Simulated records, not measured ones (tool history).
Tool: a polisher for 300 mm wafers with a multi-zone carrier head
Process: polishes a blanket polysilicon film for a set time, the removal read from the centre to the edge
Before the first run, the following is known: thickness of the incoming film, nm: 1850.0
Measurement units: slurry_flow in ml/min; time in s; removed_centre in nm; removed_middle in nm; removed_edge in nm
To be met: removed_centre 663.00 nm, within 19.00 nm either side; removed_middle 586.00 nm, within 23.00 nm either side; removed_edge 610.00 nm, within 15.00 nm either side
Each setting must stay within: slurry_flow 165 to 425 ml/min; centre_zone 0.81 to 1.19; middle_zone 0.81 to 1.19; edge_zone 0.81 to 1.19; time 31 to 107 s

| run | day | slurry_flow | centre_zone | middle_zone | edge_zone | time | removed_centre | removed_middle | removed_edge |
|---|---|---|---|---|---|---|---|---|---|
| 1 | 0.000 | 275 | 1.00 | 1.00 | 1.00 | 69 | 522.27 | 538.66 | 537.56 |
| 2 | 0.100 | 285 | 1.03 | 1.00 | 1.02 | 70 | 539.55 | 553.59 | 557.17 |
| 3 | 0.292 | 285 | 1.03 | 1.00 | 1.02 | 82 | 634.69 | 644.40 | 651.73 |
| 4 | 0.546 | 285 | 1.06 | 1.00 | 1.02 | 82 | 645.87 | 637.56 | 643.64 |
| 5 | 0.846 | 280 | 1.07 | 0.99 | 1.01 | 82 | 652.20 | 641.60 | 652.46 |
|  | 0.938 | slurry nozzle cleaned |
| 6 | 0.938 | 280 | 1.07 | 0.99 | 0.96 | 82 | 669.72 | 665.63 | 647.48 |
| 7 | 1.167 | 275 | 1.08 | 0.97 | 0.96 | 81 | 668.05 | 641.72 | 635.92 |
| 8 | 1.300 | 270 | 1.09 | 0.96 | 0.96 | 80 | 663.59 | 628.27 | 628.56 |

Of the 4 settings listed for the next run, only one would bring every result within its allowed miss of target. Which one?
| A | 1.433 | 320 | 1.08 | 1.01 | 0.93 | 80 | ? | ? | ? |
| B | 1.433 | 260 | 1.06 | 1.06 | 0.89 | 84 | ? | ? | ? |
| C | 1.433 | 220 | 1.11 | 0.88 | 1.03 | 81 | ? | ? | ? |
| D | 1.433 | 295 | 1.14 | 0.93 | 0.98 | 77 | ? | ? | ? |

| move | removed_centre | removed_middle | removed_edge |
|---|---|---|---|
| A | 672.47 | 646.09 | 618.48 |
| B | 683.05 | 690.29 | 627.06 |
| C | 666.19 | 571.04 | 640.90 |
| D | 666.42 | 581.28 | 607.52 |
A: misses by more than the last run did
B: misses by more than the last run did
C: puts the biggest miss on target and leaves a different result outside tolerance
D: every result within its allowed miss
D meets every target.
